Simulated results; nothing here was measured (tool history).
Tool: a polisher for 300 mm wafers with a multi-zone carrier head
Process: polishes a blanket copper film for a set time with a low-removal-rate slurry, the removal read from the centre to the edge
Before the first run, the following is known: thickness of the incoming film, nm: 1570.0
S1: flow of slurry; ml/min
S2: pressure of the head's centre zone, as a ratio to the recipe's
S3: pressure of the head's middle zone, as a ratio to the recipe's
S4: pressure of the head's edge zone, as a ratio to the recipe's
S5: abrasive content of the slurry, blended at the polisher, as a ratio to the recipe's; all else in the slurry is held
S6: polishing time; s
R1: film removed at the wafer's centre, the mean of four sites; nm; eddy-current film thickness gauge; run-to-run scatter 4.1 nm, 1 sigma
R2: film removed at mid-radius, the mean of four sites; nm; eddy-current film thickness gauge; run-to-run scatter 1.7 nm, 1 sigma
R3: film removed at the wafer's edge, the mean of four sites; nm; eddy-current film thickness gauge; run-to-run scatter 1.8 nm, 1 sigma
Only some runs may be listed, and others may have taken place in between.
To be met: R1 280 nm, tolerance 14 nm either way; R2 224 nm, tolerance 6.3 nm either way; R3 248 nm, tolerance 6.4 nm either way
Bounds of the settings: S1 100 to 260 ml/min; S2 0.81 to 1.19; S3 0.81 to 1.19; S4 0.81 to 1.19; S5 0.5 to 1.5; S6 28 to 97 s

{"run": 1, "hour": 0.0, "S1": 165, "S2": 1, "S3": 1, "S4": 1, "S5": 1, "S6": 62, "R1": 174.77, "R2": 172.85, "R3": 184.2}
{"run": 2, "hour": 7.9, "S1": 180, "S2": 1.04, "S3": 1, "S4": 1.03, "S5": 1.1, "S6": 63, "R1": 192.34, "R2": 184.92, "R3": 199.8}
{"run": 3, "hour": 12.8, "S1": 180, "S2": 1.04, "S3": 1, "S4": 1.09, "S5": 1.1, "S6": 63, "R1": 191.64, "R2": 186.45, "R3": 206.1}
{"run": 4, "hour": 16.8, "S1": 180, "S2": 0.97, "S3": 1, "S4": 1.09, "S5": 1.1, "S6": 63, "R1": 172.76, "R2": 185.73, "R3": 203.44}
{"run": 5, "hour": 18.1, "S1": 190, "S2": 1.02, "S3": 1, "S4": 1.08, "S5": 1.2, "S6": 64, "R1": 195.9, "R2": 193.09, "R3": 216.45}
{"run": 6, "hour": 23.8, "S1": 200, "S2": 1.06, "S3": 1.01, "S4": 1.07, "S5": 1.25, "S6": 64, "R1": 213.8, "R2": 195.8, "R3": 218.12}
{"hour": 32.7, "done": "slurry nozzle cleaned"}
{"run": 7, "hour": 32.7, "S1": 210, "S2": 1.09, "S3": 1.03, "S4": 1.09, "S5": 1.3, "S6": 64, "R1": 239.59, "R2": 218.57, "R3": 232.45}
{"run": 8, "hour": 38.7, "S1": 250, "S2": 1.17, "S3": 0.95, "S4": 1.11, "S5": 1.35, "S6": 64, "R1": 257.29, "R2": 210.97, "R3": 241.51}
{"run": 9, "hour": 39.7, "S1": 250, "S2": 1.17, "S3": 0.96, "S4": 1.1, "S5": 1.4, "S6": 64, "R1": 261.32, "R2": 215.48, "R3": 243.18}

Which single option among these 5 for the next run brings every result within its allowed miss of target? Just one does.
{"run": "A", "hour": 40.7, "S1": 255, "S2": 1.19, "S3": 0.98, "S4": 1.09, "S5": 1.5, "S6": 64, "R1": "?", "R2": "?", "R3": "?"}
{"run": "B", "hour": 40.7, "S1": 250, "S2": 1.04, "S3": 1.04, "S4": 1.12, "S5": 1.5, "S6": 62, "R1": "?", "R2": "?", "R3": "?"}
{"run": "C", "hour": 40.7, "S1": 250, "S2": 1.18, "S3": 0.89, "S4": 1.08, "S5": 1.3, "S6": 69, "R1": "?", "R2": "?", "R3": "?"}
{"run": "D", "hour": 40.7, "S1": 225, "S2": 1.19, "S3": 1.09, "S4": 1.15, "S5": 1.45, "S6": 64, "R1": "?", "R2": "?", "R3": "?"}
{"run": "E", "hour": 40.7, "S1": 220, "S2": 1.08, "S3": 0.94, "S4": 1.09, "S5": 1.4, "S6": 68, "R1": "?", "R2": "?", "R3": "?"}

move=A R1=279.14 R2=223.96 R3=248.17
move=B R1=235.64 R2=227.81 R3=243.16
move=C R1=285.13 R2=213.08 R3=255.14
move=D R1=272.21 R2=239.21 R3=249.45
move=E R1=258.55 R2=221.48 R3=255.22
A: all results land within tolerance of their targets
B: the furthest-off result lands on target, but another misses its tolerance
C: lands further from the targets than the last run did
D: takes the result that was furthest off past its target
E: the furthest-off result lands on target, but another misses its tolerance
A meets every target.
